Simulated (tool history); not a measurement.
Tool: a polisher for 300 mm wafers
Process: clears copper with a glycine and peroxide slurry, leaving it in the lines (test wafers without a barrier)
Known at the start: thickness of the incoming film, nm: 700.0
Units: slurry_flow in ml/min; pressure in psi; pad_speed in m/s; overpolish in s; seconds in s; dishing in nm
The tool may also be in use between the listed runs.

run    day  slurry_flow  pressure  pad_speed  overpolish  seconds  dishing
  1      0          285       2.6       0.92          27   178.03   48.886
  2  0.371          285       2.5       0.92          27   182.48   49.371
  3  0.429          285       2.5       0.92          35   182.13   55.712
  4  0.521          285       2.5       0.92          31    183.2   52.513
  5  0.883          245       2.5       0.92          31   184.91   50.808
  6  0.988          245       2.5       1.04          31   168.41    54.01
  7  1.258          245       2.4       1.04          30   172.78   49.794
  8  1.338          245       2.3       1.04          30   174.93   49.209
  9  1.396          245       2.1       1.04          30   186.69   48.979
 10   1.45          245         2       1.04          29    189.4    48.36
 11  1.817          240       1.9       1.04          28   196.13   45.437
 12  2.129          240       1.8       1.04          28   202.04   44.504

Run 13 comes next. What will it give?
 13  2.279          235       1.7       1.04          27        ?        ?

Run 13 gave seconds 208.17 s, dishing 43.434 nm.
